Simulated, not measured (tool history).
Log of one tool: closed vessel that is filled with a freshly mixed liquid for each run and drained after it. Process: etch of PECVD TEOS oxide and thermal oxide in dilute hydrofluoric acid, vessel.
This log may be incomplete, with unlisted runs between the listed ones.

run,hour,temperature setpoint of the liquid (K),parts of water to one part of 49 % hydrofluoric acid (parts by volume),time in the liquid (s),thickness taken off the PECVD TEOS oxide on a monitor wafer (Å),thickness taken off the thermal oxide on a monitor wafer (Å)
1,0,298.15,75,60,169.12,39.613
2,4.5,296.15,80,60,144.66,34.239
3,13.1,292.65,80,60,123.67,29.254
4,14.6,290.15,80,60,112.48,26.268
5,21.5,292.15,80,60,121.84,29.318
6,23.3,291.65,85,60,111.77,26.632

The next listed run, before its measurement:
7,26,291.15,90,60,?,?

thickness taken off the PECVD TEOS oxide on a monitor wafer (Å): 103.27
thickness taken off the thermal oxide on a monitor wafer (Å): 24.848
